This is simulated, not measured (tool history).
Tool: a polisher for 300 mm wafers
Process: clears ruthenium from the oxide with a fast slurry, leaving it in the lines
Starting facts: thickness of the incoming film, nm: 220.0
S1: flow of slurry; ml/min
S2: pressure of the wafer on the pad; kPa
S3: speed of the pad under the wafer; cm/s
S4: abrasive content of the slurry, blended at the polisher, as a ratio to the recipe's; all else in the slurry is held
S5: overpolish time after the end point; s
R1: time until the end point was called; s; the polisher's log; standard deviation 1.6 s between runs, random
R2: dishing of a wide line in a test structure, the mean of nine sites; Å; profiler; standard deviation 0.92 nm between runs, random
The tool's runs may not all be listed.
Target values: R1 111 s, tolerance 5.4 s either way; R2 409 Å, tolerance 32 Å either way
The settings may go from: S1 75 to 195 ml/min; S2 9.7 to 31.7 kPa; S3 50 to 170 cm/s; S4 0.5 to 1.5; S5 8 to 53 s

run	hour	S1	S2	S3	S4	S5	R1	R2
1	0	125	20.7	110	1	27	51.215	672.2
2	3.1	125	19.3	106	1	27	56.658	607.96
3	6.9	125	19.3	106	0.85	27	60.166	590.99
4	11.9	125	17.9	104	0.85	27	65.843	554.58
5	18.6	125	16.5	102	0.85	27	73.24	519.57
6	23.3	125	15.9	102	0.85	27	75.144	520.56
7	28.3	125	15.2	102	0.85	27	76.462	496.81
8	36.3	110	9.7	88	0.85	31	138.86	344.4
9	45	115	9.7	88	0.85	31	140.12	363.28

Below are 5 possible settings for the next run. Only one of them brings all results inside the allowed miss of their targets. Which is it?
A	53.7	100	13.8	72	0.7	37	?	?
B	53.7	110	9.7	52	0.95	48	?	?
C	53.7	80	11.7	68	0.8	40	?	?
D	53.7	105	10.3	66	0.8	40	?	?
E	53.7	115	11	92	0.95	31	?	?

move	R1	R2
A	133.5	431.36
B	204	379.15
C	160.01	397.92
D	174.23	371.73
E	113.77	425.73
A: nearer the targets than the last run, but a result is still out of spec
B: the biggest miss grows against the last run
C: the biggest miss grows against the last run
D: the biggest miss grows against the last run
E: every result within its allowed miss
Move E is the one to make.
